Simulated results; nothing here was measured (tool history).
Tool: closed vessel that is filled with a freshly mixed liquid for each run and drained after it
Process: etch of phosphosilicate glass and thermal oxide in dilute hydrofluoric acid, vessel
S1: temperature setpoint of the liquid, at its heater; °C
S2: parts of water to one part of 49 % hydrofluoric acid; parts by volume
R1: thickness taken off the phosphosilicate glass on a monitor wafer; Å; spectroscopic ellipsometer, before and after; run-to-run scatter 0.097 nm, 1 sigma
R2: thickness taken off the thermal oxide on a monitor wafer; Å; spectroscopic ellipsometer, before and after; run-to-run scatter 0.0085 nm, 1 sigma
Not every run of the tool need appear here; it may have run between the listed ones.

{"run": 1, "hour": 0.0, "S1": 26, "S2": 75, "time in the liquid (s)": 60, "R1": 962.27, "R2": 47.078}
{"run": 2, "hour": 6.0, "S1": 28.5, "S2": 75, "time in the liquid (s)": 60, "R1": 1053, "R2": 51.88}
{"run": 3, "hour": 7.3, "S1": 26.5, "S2": 85, "time in the liquid (s)": 60, "R1": 850.36, "R2": 42.168}
{"run": 4, "hour": 9.2, "S1": 26.5, "S2": 85, "time in the liquid (s)": 75, "R1": 1063.1, "R2": 52.573}
{"run": 5, "hour": 10.1, "S1": 26.5, "S2": 85, "time in the liquid (s)": 100, "R1": 1418.5, "R2": 70.845}
{"run": 6, "hour": 11.7, "S1": 25, "S2": 95, "time in the liquid (s)": 95, "R1": 1117.5, "R2": 55.103}
{"run": 7, "hour": 17.7, "S1": 24, "S2": 105, "time in the liquid (s)": 90, "R1": 913.95, "R2": 44.889}
{"run": 8, "hour": 26.5, "S1": 23, "S2": 110, "time in the liquid (s)": 80, "R1": 741.79, "R2": 36.216}
{"run": 9, "hour": 29.2, "S1": 22.5, "S2": 115, "time in the liquid (s)": 75, "R1": 648.73, "R2": 31.777}
{"run": 10, "hour": 35.5, "S1": 21.5, "S2": 120, "time in the liquid (s)": 70, "R1": 549.01, "R2": 27.199}
{"run": 11, "hour": 36.6, "S1": 21, "S2": 125, "time in the liquid (s)": 65, "R1": 477.59, "R2": 23.66}

Predict the results of run 12:
{"run": 12, "hour": 43.6, "S1": 18, "S2": 140, "time in the liquid (s)": 50, "R1": "?", "R2": "?"}

Logged for run 12: R1 289.14 Å, R2 14.139 Å.

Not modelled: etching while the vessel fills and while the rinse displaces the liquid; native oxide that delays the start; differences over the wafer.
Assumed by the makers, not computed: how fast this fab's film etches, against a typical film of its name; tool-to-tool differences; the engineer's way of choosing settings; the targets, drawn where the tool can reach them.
